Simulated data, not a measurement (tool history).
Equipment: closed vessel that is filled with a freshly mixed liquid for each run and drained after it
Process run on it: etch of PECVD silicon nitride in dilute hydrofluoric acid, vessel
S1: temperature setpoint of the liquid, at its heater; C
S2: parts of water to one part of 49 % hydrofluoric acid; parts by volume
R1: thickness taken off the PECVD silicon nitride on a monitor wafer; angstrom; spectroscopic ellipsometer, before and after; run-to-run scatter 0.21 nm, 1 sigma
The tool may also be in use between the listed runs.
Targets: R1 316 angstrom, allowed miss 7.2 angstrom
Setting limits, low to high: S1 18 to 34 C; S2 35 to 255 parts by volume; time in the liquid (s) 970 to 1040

run 1 day=0 | S1=26 S2=145 time_in_the_liquid_(s)=970 | R1=410.27
run 2 day=0.025 | S1=25 S2=145 time_in_the_liquid_(s)=970 | R1=377.86
run 3 day=0.15 | S1=24.5 S2=145 time_in_the_liquid_(s)=970 | R1=363.18
run 4 day=0.504 | S1=24.5 S2=145 time_in_the_liquid_(s)=1040 | R1=393.11
run 5 day=0.625 | S1=24 S2=145 time_in_the_liquid_(s)=1040 | R1=380.47
run 6 day=0.733 | S1=24 S2=145 time_in_the_liquid_(s)=970 | R1=355.2
run 7 day=1.029 | S1=23.5 S2=145 time_in_the_liquid_(s)=970 | R1=345.99
run 8 day=1.154 | S1=23 S2=145 time_in_the_liquid_(s)=970 | R1=332.91
run 9 day=1.425 | S1=22.5 S2=145 time_in_the_liquid_(s)=970 | R1=325.02

Of the 4 settings listed for the next run, only one would bring every result within its allowed miss of target. Which one?
run A day=1.696 | S1=21 S2=135 time_in_the_liquid_(s)=970 | R1=?
run B day=1.696 | S1=22.5 S2=145 time_in_the_liquid_(s)=1020 | R1=?
run C day=1.696 | S1=20 S2=115 time_in_the_liquid_(s)=985 | R1=?
run D day=1.696 | S1=22.5 S2=140 time_in_the_liquid_(s)=975 | R1=?

move=A R1=309.6
move=B R1=335.13
move=C R1=343.81
move=D R1=331.59
A: all results land within tolerance of their targets
B: the biggest miss grows against the last run
C: the biggest miss grows against the last run
D: the biggest miss grows against the last run
Answer: A
